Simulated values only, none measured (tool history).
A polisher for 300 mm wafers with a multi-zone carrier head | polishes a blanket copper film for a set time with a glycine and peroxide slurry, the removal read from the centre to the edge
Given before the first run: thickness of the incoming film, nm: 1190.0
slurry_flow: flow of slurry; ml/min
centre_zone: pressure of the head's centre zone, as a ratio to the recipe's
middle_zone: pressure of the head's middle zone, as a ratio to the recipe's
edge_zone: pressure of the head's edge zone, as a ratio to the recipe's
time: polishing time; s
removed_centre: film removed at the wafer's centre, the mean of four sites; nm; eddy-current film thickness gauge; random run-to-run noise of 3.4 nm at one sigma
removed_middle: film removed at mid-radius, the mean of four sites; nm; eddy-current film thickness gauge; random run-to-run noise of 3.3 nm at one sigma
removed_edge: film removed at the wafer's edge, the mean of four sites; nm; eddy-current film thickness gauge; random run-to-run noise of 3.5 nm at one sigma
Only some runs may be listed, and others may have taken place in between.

run	hour	slurry_flow	centre_zone	middle_zone	edge_zone	time	removed_centre	removed_middle	removed_edge
1	0.0	165	1.00	1.00	1.00	59	332.86	321.99	319.93
2	5.7	165	1.00	1.00	1.00	73	415.04	401.27	401.88
3	6.4	165	1.00	1.06	1.00	73	415.74	414.51	401.83
4	11.4	180	1.01	1.05	1.02	73	429.44	416.58	404.80
5	19.0	180	1.01	1.05	0.98	73	428.69	415.85	401.30
6	23.1	135	1.01	1.05	0.98	73	399.35	392.41	386.17
7	29.9	155	1.02	1.04	1.01	73	413.04	405.77	390.32

Run 8 comes next. What will it give?
8	31.0	175	1.06	0.96	1.11	78	?	?	?

removed_centre: 477.08 nm
removed_middle: 423.62 nm
removed_edge: 456.63 nm

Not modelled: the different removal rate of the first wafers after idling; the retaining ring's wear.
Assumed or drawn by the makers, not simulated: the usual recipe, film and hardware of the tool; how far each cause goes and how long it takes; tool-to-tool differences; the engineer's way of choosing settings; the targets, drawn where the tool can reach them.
